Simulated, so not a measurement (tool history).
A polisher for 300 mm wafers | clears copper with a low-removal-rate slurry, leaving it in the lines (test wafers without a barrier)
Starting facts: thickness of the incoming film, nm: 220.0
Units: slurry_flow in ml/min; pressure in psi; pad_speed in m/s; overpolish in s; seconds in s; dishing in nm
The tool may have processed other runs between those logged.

{"run": 1, "hour": 0.0, "slurry_flow": 165, "pressure": 2.5, "pad_speed": 1.08, "slurry_solids": 1, "overpolish": 22, "seconds": 88.974, "dishing": 29.352}
{"run": 2, "hour": 6.3, "slurry_flow": 165, "pressure": 2.5, "pad_speed": 1.08, "slurry_solids": 0.85, "overpolish": 22, "seconds": 90.842, "dishing": 29.123}
{"run": 3, "hour": 12.2, "slurry_flow": 165, "pressure": 2.5, "pad_speed": 1.28, "slurry_solids": 0.85, "overpolish": 22, "seconds": 76.561, "dishing": 33.631}
{"run": 4, "hour": 18.9, "slurry_flow": 160, "pressure": 2.5, "pad_speed": 1.28, "slurry_solids": 0.85, "overpolish": 23, "seconds": 75.158, "dishing": 33.817}
{"run": 5, "hour": 27.0, "slurry_flow": 165, "pressure": 2.5, "pad_speed": 1.28, "slurry_solids": 0.85, "overpolish": 24, "seconds": 75.714, "dishing": 35.004}
{"run": 6, "hour": 35.0, "slurry_flow": 165, "pressure": 2.5, "pad_speed": 1.28, "slurry_solids": 0.85, "overpolish": 27, "seconds": 75.816, "dishing": 38.876}

Estimate the outcome of run 7 from the log above:
{"run": 7, "hour": 40.0, "slurry_flow": 170, "pressure": 2.5, "pad_speed": 1.28, "slurry_solids": 0.85, "overpolish": 29, "seconds": "?", "dishing": "?"}

{"run 7": {"seconds": 75.965, "dishing": 40.605}}

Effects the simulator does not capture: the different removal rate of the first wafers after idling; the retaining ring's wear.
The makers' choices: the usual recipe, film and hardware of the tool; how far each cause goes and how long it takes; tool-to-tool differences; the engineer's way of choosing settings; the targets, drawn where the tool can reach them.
